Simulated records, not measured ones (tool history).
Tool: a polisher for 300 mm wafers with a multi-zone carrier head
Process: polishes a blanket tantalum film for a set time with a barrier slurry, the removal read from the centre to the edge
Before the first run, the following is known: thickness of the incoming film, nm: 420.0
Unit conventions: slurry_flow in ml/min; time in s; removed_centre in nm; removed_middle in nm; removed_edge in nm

run  hour  slurry_flow  centre_zone  middle_zone  edge_zone  slurry_solids  time  removed_centre  removed_middle  removed_edge
  1     0          165            1            1          1              1    75          72.967          72.969        73.053
  2   7.3          165            1            1          1              1    84          80.679          80.198        81.253
  3  15.8          170         0.99         0.98       1.04           1.05    84           79.26          80.756        83.805
  4    24          205         0.99         0.98       1.04           1.05    84           84.02          83.583        85.876
  5  25.7          205         0.99         0.98       1.01           1.05    84           81.98          84.994        84.908
  6  30.8          205         0.99         0.93       1.01           1.05    84          84.313          78.627        84.425
  7  31.5          205         0.98         0.92       1.04            1.1    84          82.419          79.777        86.727

Run 8 comes next. What will it give?
     37.6  -- worn pad replaced by a new one
  8  37.6          205         0.98         0.91       1.07           1.15    84               ?               ?             ?

removed_centre: 95.569 nm
removed_middle: 88.715 nm
removed_edge: 99.194 nm
